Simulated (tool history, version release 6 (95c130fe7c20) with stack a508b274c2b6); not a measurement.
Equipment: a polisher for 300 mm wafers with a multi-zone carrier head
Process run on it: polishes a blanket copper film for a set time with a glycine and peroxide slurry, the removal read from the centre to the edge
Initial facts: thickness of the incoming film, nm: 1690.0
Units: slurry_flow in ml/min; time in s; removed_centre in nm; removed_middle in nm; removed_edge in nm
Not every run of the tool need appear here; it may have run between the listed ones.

run 1 hour=0.0 | slurry_flow=170 centre_zone=1.00 middle_zone=1.00 edge_zone=1.00 time=68 | removed_centre=350.45 removed_middle=353.14 removed_edge=357.58
run 2 hour=4.4 | slurry_flow=190 centre_zone=1.00 middle_zone=1.06 edge_zone=1.02 time=70 | removed_centre=362.93 removed_middle=392.77 removed_edge=371.75
run 3 hour=7.2 | slurry_flow=190 centre_zone=1.00 middle_zone=1.06 edge_zone=1.02 time=61 | removed_centre=322.93 removed_middle=341.69 removed_edge=331.94
run 4 hour=7.8 | slurry_flow=200 centre_zone=1.01 middle_zone=1.10 edge_zone=1.05 time=66 | removed_centre=353.94 removed_middle=385.27 removed_edge=357.46
run 5 hour=14.4 | slurry_flow=210 centre_zone=1.01 middle_zone=1.13 edge_zone=1.07 time=70 | removed_centre=381.76 removed_middle=429.33 removed_edge=389.74
run 6 hour=23.3 | slurry_flow=220 centre_zone=1.01 middle_zone=1.15 edge_zone=1.08 time=71 | removed_centre=384.26 removed_middle=437.03 removed_edge=394.27
run 7 hour=25.8 | slurry_flow=220 centre_zone=1.01 middle_zone=1.16 edge_zone=1.08 time=73 | removed_centre=399.66 removed_middle=456.90 removed_edge=408.33
run 8 hour=32.3 | slurry_flow=230 centre_zone=1.01 middle_zone=1.17 edge_zone=1.08 time=74 | removed_centre=405.78 removed_middle=463.66 removed_edge=409.30

What does the tool deliver on the next run?
run 9 hour=38.1 | slurry_flow=225 centre_zone=1.01 middle_zone=1.18 edge_zone=1.08 time=75 | removed_centre=? removed_middle=? removed_edge=?

removed_centre: 408.21 nm
removed_middle: 470.45 nm
removed_edge: 421.16 nm
